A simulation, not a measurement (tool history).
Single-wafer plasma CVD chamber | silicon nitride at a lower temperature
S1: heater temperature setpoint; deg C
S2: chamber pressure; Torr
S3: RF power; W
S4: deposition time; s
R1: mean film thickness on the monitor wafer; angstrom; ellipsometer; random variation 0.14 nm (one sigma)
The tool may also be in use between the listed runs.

Run 1, hour 0.0: S1 345 deg C, S2 2.07 Torr, S3 395 W, S4 34.5 s. Result: R1 534.23 angstrom.
Run 2, hour 8.8: S1 345 deg C, S2 2.07 Torr, S3 395 W, S4 34.5 s. Result: R1 532.18 angstrom.
Run 3, hour 13.5: S1 345 deg C, S2 2.00 Torr, S3 385 W, S4 34.5 s. Result: R1 522.85 angstrom.
Run 4, hour 16.2: S1 345 deg C, S2 1.72 Torr, S3 385 W, S4 34.5 s. Result: R1 500.56 angstrom.
Run 5, hour 18.1: S1 345 deg C, S2 1.50 Torr, S3 385 W, S4 34.5 s. Result: R1 476.11 angstrom.
Run 6, hour 25.8: S1 345 deg C, S2 1.47 Torr, S3 385 W, S4 34.5 s. Result: R1 474.64 angstrom.
Run 7, hour 32.6: S1 345 deg C, S2 1.44 Torr, S3 385 W, S4 34.5 s. Result: R1 470.37 angstrom.
Run 8, hour 34.9: S1 345 deg C, S2 1.42 Torr, S3 385 W, S4 34.5 s. Result: R1 466.40 angstrom.
Run 9, hour 36.9: S1 345 deg C, S2 1.40 Torr, S3 385 W, S4 34.5 s. Result: R1 465.70 angstrom.

Forecast run 10:
Run 10, hour 40.2: S1 345 deg C, S2 1.40 Torr, S3 385 W, S4 34.5 s. Result: R1 ?.

R1: 466.68 angstrom
